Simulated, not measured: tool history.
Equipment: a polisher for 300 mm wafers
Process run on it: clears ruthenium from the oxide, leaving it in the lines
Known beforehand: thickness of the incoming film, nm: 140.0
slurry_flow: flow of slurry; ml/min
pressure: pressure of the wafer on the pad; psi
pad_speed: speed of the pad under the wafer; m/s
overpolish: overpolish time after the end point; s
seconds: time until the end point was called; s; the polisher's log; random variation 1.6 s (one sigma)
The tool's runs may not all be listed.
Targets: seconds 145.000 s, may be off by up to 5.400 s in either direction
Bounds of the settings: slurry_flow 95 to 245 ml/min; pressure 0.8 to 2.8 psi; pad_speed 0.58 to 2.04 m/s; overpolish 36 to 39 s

Run 1, hour 0.0: slurry_flow 155 ml/min, pressure 1.8 psi, pad_speed 1.30 m/s, overpolish 36 s. Result: seconds 89.161 s.
Run 2, hour 7.1: slurry_flow 120 ml/min, pressure 1.8 psi, pad_speed 1.30 m/s, overpolish 36 s. Result: seconds 95.252 s.
Run 3, hour 11.7: slurry_flow 115 ml/min, pressure 1.6 psi, pad_speed 1.30 m/s, overpolish 36 s. Result: seconds 102.290 s.
Run 4, hour 12.9: slurry_flow 115 ml/min, pressure 1.4 psi, pad_speed 1.28 m/s, overpolish 36 s. Result: seconds 114.320 s.
Run 5, hour 18.5: slurry_flow 115 ml/min, pressure 1.3 psi, pad_speed 1.28 m/s, overpolish 36 s. Result: seconds 119.900 s.
Run 6, hour 20.1: slurry_flow 115 ml/min, pressure 1.3 psi, pad_speed 1.58 m/s, overpolish 36 s. Result: seconds 97.820 s.
Run 7, hour 29.1: slurry_flow 115 ml/min, pressure 1.2 psi, pad_speed 1.52 m/s, overpolish 36 s. Result: seconds 107.580 s.
Run 8, hour 35.3: slurry_flow 115 ml/min, pressure 1.1 psi, pad_speed 1.48 m/s, overpolish 36 s. Result: seconds 115.140 s.
Run 9, hour 41.6: slurry_flow 115 ml/min, pressure 1.0 psi, pad_speed 1.46 m/s, overpolish 36 s. Result: seconds 126.390 s.
Run 10, hour 47.3: slurry_flow 115 ml/min, pressure 0.9 psi, pad_speed 1.44 m/s, overpolish 36 s. Result: seconds 132.560 s.

4 next moves are on the table. One of them brings every result within its allowed miss. Which?
Run A, hour 53.0: slurry_flow 115 ml/min, pressure 1.0 psi, pad_speed 1.36 m/s, overpolish 36 s. Result: seconds ?.
Run B, hour 53.0: slurry_flow 110 ml/min, pressure 1.0 psi, pad_speed 1.48 m/s, overpolish 38 s. Result: seconds ?.
Run C, hour 53.0: slurry_flow 95 ml/min, pressure 1.0 psi, pad_speed 1.44 m/s, overpolish 36 s. Result: seconds ?.
Run D, hour 53.0: slurry_flow 130 ml/min, pressure 1.0 psi, pad_speed 1.20 m/s, overpolish 36 s. Result: seconds ?.

move  seconds
   A  134.060
   B  124.790
   C  130.700
   D  147.810
A: closes in on the targets versus the last run, not all within tolerance yet
B: misses by more than the last run did
C: misses by more than the last run did
D: every result within its allowed miss
Move D is the one to make.
